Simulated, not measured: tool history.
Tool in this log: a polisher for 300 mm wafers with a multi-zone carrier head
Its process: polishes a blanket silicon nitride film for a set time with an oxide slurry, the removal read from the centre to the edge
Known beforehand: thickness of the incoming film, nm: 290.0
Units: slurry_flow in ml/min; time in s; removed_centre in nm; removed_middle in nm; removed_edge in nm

{"run": 1, "hour": 0.0, "slurry_flow": 250, "centre_zone": 1, "middle_zone": 1, "edge_zone": 1, "slurry_solids": 1, "time": 71, "removed_centre": 65.688, "removed_middle": 65.872, "removed_edge": 66.299}
{"run": 2, "hour": 6.7, "slurry_flow": 245, "centre_zone": 0.97, "middle_zone": 0.99, "edge_zone": 0.96, "slurry_solids": 0.85, "time": 70, "removed_centre": 56.007, "removed_middle": 58.378, "removed_edge": 56.576}
{"run": 3, "hour": 8.4, "slurry_flow": 230, "centre_zone": 0.94, "middle_zone": 0.96, "edge_zone": 0.92, "slurry_solids": 0.85, "time": 70, "removed_centre": 53.067, "removed_middle": 55.676, "removed_edge": 56.342}
{"run": 4, "hour": 17.0, "slurry_flow": 230, "centre_zone": 0.94, "middle_zone": 0.96, "edge_zone": 0.92, "slurry_solids": 1.05, "time": 70, "removed_centre": 63.357, "removed_middle": 64.541, "removed_edge": 64.296}
{"run": 5, "hour": 19.4, "slurry_flow": 230, "centre_zone": 0.94, "middle_zone": 0.96, "edge_zone": 0.92, "slurry_solids": 1.05, "time": 59, "removed_centre": 51.838, "removed_middle": 55.209, "removed_edge": 54.478}
{"run": 6, "hour": 21.8, "slurry_flow": 175, "centre_zone": 0.94, "middle_zone": 0.96, "edge_zone": 0.92, "slurry_solids": 1.05, "time": 59, "removed_centre": 50.407, "removed_middle": 52.815, "removed_edge": 53.083}
{"run": 7, "hour": 22.6, "slurry_flow": 175, "centre_zone": 0.93, "middle_zone": 0.96, "edge_zone": 0.9, "slurry_solids": 1, "time": 59, "removed_centre": 49.339, "removed_middle": 50.972, "removed_edge": 51.968}
{"run": 8, "hour": 23.2, "slurry_flow": 190, "centre_zone": 0.92, "middle_zone": 0.97, "edge_zone": 0.89, "slurry_solids": 0.95, "time": 59, "removed_centre": 47.461, "removed_middle": 50.71, "removed_edge": 49.64}
{"run": 9, "hour": 29.5, "slurry_flow": 185, "centre_zone": 0.91, "middle_zone": 0.97, "edge_zone": 0.88, "slurry_solids": 0.95, "time": 59, "removed_centre": 46.1, "removed_middle": 50.972, "removed_edge": 49.248}
{"run": 10, "hour": 32.1, "slurry_flow": 180, "centre_zone": 0.91, "middle_zone": 0.97, "edge_zone": 0.87, "slurry_solids": 0.95, "time": 59, "removed_centre": 46.273, "removed_middle": 50.148, "removed_edge": 49.219}
{"run": 11, "hour": 38.1, "slurry_flow": 180, "centre_zone": 0.91, "middle_zone": 0.97, "edge_zone": 0.87, "slurry_solids": 0.95, "time": 59, "removed_centre": 45.284, "removed_middle": 50.373, "removed_edge": 49.104}

Run 12 has not been measured yet. What should we expect?
{"run": 12, "hour": 44.5, "slurry_flow": 175, "centre_zone": 0.92, "middle_zone": 0.97, "edge_zone": 0.86, "slurry_solids": 0.95, "time": 59, "removed_centre": "?", "removed_middle": "?", "removed_edge": "?"}

{"run 12": {"removed_centre": 46.655, "removed_middle": 50.478, "removed_edge": 48.52}}
